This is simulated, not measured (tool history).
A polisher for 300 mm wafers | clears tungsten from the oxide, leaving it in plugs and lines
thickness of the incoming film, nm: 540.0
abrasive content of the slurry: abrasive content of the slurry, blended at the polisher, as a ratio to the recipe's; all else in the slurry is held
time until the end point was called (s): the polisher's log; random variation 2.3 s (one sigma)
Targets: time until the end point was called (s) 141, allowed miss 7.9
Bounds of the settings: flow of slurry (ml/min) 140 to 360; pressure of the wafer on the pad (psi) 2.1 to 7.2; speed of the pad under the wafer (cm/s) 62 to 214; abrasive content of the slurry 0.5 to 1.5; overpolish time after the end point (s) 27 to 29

run	hour	flow of slurry (ml/min)	pressure of the wafer on the pad (psi)	speed of the pad under the wafer (cm/s)	abrasive content of the slurry	overpolish time after the end point (s)	time until the end point was called (s)
1	0	230	4.6	138	1	27	81.92
2	7.7	230	4.6	150	1	27	76.092
3	14.6	230	4.1	146	1	27	86.141
4	15.7	230	4.1	146	1	29	88.472
5	19.2	230	3.7	144	1	29	98.389
6	21.6	230	3.7	120	1	29	117.59
# hour 29.8: slurry nozzle cleaned
7	29.8	230	3.5	120	1	29	115.97
8	33	230	3.3	120	1	29	122.95
9	41.2	230	3.2	120	1	29	122.81
10	41.8	230	3	120	1	29	132.21

5 next moves are on the table. One of them brings every result within its allowed miss. Which?
A	42.4	250	3.4	120	0.9	29	?
B	42.4	265	3	128	1	27	?
C	42.4	215	3.1	124	1.05	27	?
D	42.4	240	2.6	128	0.95	29	?
E	42.4	255	3.5	118	0.95	28	?

move	time until the end point was called (s)
A	117.83
B	120.64
C	122.11
D	141.68
E	114.58
A: further off than the last run
B: further off than the last run
C: further off than the last run
D: meets every target
E: further off than the last run
Answer: D
